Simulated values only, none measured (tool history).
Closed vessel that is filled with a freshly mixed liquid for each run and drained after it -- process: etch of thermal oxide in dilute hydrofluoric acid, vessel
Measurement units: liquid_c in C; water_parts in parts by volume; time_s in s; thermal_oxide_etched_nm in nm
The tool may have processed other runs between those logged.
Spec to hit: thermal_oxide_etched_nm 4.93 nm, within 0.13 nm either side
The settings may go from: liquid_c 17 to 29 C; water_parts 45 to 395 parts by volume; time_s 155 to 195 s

| run | hour | liquid_c | water_parts | time_s | thermal_oxide_etched_nm |
|---|---|---|---|---|---|
| 1 | 0 | 21 | 220 | 195 | 2.7357 |
| 2 | 8.7 | 22 | 210 | 195 | 3.0355 |
| 3 | 9.9 | 22 | 175 | 195 | 3.7572 |
| 4 | 15.8 | 23 | 175 | 195 | 3.9162 |
| 5 | 20.4 | 21 | 175 | 195 | 3.6875 |
| 6 | 25.5 | 22 | 175 | 195 | 3.7226 |
| 7 | 26.3 | 23 | 175 | 195 | 3.9029 |
| 8 | 27.5 | 24 | 175 | 195 | 4.0899 |

Consider the 5 candidate settings below. Which is the only one whose results all fall within their allowed miss of target?
| A | 28.7 | 25 | 140 | 195 | ? |
| B | 28.7 | 25 | 155 | 195 | ? |
| C | 28.7 | 26 | 145 | 195 | ? |
| D | 28.7 | 27.5 | 175 | 195 | ? |
| E | 28.7 | 23 | 135 | 165 | ? |

| move | thermal_oxide_etched_nm |
|---|---|
| A | 5.5063 |
| B | 4.8796 |
| C | 5.4839 |
| D | 4.6158 |
| E | 4.5046 |
A: the result that was furthest off in the last run now lies on the other side of its target
B: each result inside its tolerance
C: the result that was furthest off in the last run now lies on the other side of its target
D: moves toward the targets from the last run without getting all of them in spec
E: moves toward the targets from the last run without getting all of them in spec
Answer: B
